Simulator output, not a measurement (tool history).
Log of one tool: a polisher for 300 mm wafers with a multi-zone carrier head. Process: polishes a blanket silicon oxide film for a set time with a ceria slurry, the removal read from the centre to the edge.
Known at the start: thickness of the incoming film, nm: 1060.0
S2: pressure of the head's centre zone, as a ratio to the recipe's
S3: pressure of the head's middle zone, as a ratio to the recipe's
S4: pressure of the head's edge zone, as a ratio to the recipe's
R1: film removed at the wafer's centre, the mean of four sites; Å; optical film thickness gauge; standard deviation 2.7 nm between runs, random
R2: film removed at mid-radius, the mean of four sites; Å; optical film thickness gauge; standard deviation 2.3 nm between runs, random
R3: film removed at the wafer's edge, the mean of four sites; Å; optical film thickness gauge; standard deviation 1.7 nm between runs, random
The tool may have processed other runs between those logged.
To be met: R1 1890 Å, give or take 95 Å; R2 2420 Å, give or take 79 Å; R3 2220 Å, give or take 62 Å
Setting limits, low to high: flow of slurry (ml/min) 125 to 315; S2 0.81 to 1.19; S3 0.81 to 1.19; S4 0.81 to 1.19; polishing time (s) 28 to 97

{"run": 1, "hour": 0.0, "flow of slurry (ml/min)": 205, "S2": 1, "S3": 1, "S4": 1, "polishing time (s)": 62, "R1": 1641.7, "R2": 1695.6, "R3": 1718.8}
{"run": 2, "hour": 7.1, "flow of slurry (ml/min)": 180, "S2": 1, "S3": 1, "S4": 1, "polishing time (s)": 62, "R1": 1628.1, "R2": 1654.1, "R3": 1716.6}
{"run": 3, "hour": 11.6, "flow of slurry (ml/min)": 180, "S2": 1, "S3": 1, "S4": 1, "polishing time (s)": 72, "R1": 1908.2, "R2": 1929.4, "R3": 1967.3}
{"run": 4, "hour": 13.4, "flow of slurry (ml/min)": 195, "S2": 0.98, "S3": 1.03, "S4": 1.03, "polishing time (s)": 73, "R1": 1934.2, "R2": 2059.6, "R3": 2056}
{"run": 5, "hour": 14.6, "flow of slurry (ml/min)": 220, "S2": 0.98, "S3": 1.03, "S4": 1.03, "polishing time (s)": 73, "R1": 1958, "R2": 2065.9, "R3": 2078.2}
{"run": 6, "hour": 21.1, "flow of slurry (ml/min)": 225, "S2": 0.96, "S3": 1.06, "S4": 1.04, "polishing time (s)": 73, "R1": 1908.4, "R2": 2116.3, "R3": 2086.8}
{"run": 7, "hour": 25.7, "flow of slurry (ml/min)": 230, "S2": 0.95, "S3": 1.09, "S4": 1.05, "polishing time (s)": 73, "R1": 1927.5, "R2": 2153.8, "R3": 2074.1}
{"run": 8, "hour": 33.2, "flow of slurry (ml/min)": 235, "S2": 0.93, "S3": 1.11, "S4": 1.06, "polishing time (s)": 74, "R1": 1880.8, "R2": 2247.3, "R3": 2179}
{"run": 9, "hour": 34.4, "flow of slurry (ml/min)": 240, "S2": 0.93, "S3": 1.13, "S4": 1.06, "polishing time (s)": 74, "R1": 1910.5, "R2": 2315.2, "R3": 2165.2}
{"run": 10, "hour": 39.6, "flow of slurry (ml/min)": 240, "S2": 0.93, "S3": 1.14, "S4": 1.06, "polishing time (s)": 74, "R1": 1878.8, "R2": 2333.5, "R3": 2146}
{"run": 11, "hour": 44.8, "flow of slurry (ml/min)": 240, "S2": 0.93, "S3": 1.14, "S4": 1.06, "polishing time (s)": 74, "R1": 1969.9, "R2": 2336.6, "R3": 2127.6}
{"run": 12, "hour": 53.4, "flow of slurry (ml/min)": 240, "S2": 0.92, "S3": 1.15, "S4": 1.07, "polishing time (s)": 74, "R1": 1886.8, "R2": 2318.2, "R3": 2144.7}
{"run": 13, "hour": 55.6, "flow of slurry (ml/min)": 245, "S2": 0.92, "S3": 1.16, "S4": 1.07, "polishing time (s)": 74, "R1": 1919.1, "R2": 2387.9, "R3": 2153.6}

Which of these 4 next moves meets every target?
{"run": "A", "hour": 57.8, "flow of slurry (ml/min)": 205, "S2": 0.85, "S3": 1, "S4": 1.1, "polishing time (s)": 82, "R1": "?", "R2": "?", "R3": "?"}
{"run": "B", "hour": 57.8, "flow of slurry (ml/min)": 200, "S2": 0.9, "S3": 1.17, "S4": 1.06, "polishing time (s)": 78, "R1": "?", "R2": "?", "R3": "?"}
{"run": "C", "hour": 57.8, "flow of slurry (ml/min)": 195, "S2": 0.93, "S3": 1.13, "S4": 1.11, "polishing time (s)": 76, "R1": "?", "R2": "?", "R3": "?"}
{"run": "D", "hour": 57.8, "flow of slurry (ml/min)": 270, "S2": 0.9, "S3": 1.09, "S4": 1.08, "polishing time (s)": 75, "R1": "?", "R2": "?", "R3": "?"}

move=A R1=1904.6 R2=2255.9 R3=2414.8
move=B R1=1915 R2=2445.8 R3=2244.5
move=C R1=1921.2 R2=2304.8 R3=2234.1
move=D R1=1910.6 R2=2288.9 R3=2236.8
A: takes the biggest miss from the last run beyond its target
B: each result inside its tolerance
C: puts the biggest miss on target and leaves a different result outside tolerance
D: puts the biggest miss on target and leaves a different result outside tolerance
B is the move that brings every result within its allowed miss.

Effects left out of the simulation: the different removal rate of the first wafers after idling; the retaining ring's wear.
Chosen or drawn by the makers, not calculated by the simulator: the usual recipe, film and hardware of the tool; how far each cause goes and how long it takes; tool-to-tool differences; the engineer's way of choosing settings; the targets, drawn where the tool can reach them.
